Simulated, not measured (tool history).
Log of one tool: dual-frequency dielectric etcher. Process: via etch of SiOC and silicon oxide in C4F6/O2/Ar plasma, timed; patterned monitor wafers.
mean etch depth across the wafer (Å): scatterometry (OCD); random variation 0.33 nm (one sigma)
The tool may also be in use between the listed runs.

run	hour	source power (W)	bias power (W)	etch time (s)	mean etch depth across the wafer (Å)
1	0.0	420	163	84.5	894.65
2	7.2	420	177	84.5	907.80
3	13.4	420	204	84.5	935.61
4	16.2	380	201	84.5	893.83
5	22.5	430	201	84.5	951.24
6	27.4	430	201	84.5	938.93
7	32.3	350	192	84.5	854.74
8	35.1	340	191	84.5	843.98

Run 9 comes next. What will it give?
9	43.9	330	190	84.5	?

{"run 9": {"mean etch depth across the wafer (Å)": 835.82}}

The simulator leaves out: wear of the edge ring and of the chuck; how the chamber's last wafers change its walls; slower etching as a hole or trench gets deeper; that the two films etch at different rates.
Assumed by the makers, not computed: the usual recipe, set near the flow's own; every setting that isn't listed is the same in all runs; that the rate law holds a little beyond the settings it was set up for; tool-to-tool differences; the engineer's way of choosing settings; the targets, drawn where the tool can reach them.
